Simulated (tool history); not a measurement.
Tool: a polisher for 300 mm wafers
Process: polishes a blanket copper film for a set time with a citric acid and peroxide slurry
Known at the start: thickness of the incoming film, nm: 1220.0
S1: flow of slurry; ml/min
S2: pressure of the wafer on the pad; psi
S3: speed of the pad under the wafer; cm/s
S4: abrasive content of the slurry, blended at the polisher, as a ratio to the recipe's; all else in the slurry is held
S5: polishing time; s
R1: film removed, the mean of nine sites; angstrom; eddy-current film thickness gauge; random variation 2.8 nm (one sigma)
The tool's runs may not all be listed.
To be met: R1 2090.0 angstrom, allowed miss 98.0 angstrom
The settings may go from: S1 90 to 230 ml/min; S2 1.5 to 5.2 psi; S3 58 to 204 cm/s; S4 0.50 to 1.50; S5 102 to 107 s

run	hour	S1	S2	S3	S4	S5	R1
1	0.0	150	3.3	130	1.00	102	3179.7
2	1.2	150	3.9	130	1.00	102	3712.0
3	2.8	150	3.3	128	1.00	102	3190.5
4	6.9	150	3.3	128	1.00	107	3260.0
5	13.0	150	3.3	128	1.00	102	3154.1
6	13.5	150	2.9	126	1.00	102	2717.0
7	21.4	150	2.7	126	1.00	102	2567.8
8	28.0	150	2.5	126	1.00	102	2340.4
9	30.2	150	2.4	126	1.00	102	2273.8
10	37.3	150	2.4	126	1.00	102	2284.8

Which of these 4 next moves meets every target?
A	44.4	160	2.4	124	1.05	104	?
B	44.4	165	2.4	104	1.00	102	?
C	44.4	185	2.5	110	0.90	104	?
D	44.4	140	2.6	114	1.35	106	?

move	R1
A	2327.3
B	1917.0
C	2130.2
D	2443.7
A: further off than the last run
B: takes the result that was furthest off past its target
C: meets every target
D: further off than the last run
Answer: C

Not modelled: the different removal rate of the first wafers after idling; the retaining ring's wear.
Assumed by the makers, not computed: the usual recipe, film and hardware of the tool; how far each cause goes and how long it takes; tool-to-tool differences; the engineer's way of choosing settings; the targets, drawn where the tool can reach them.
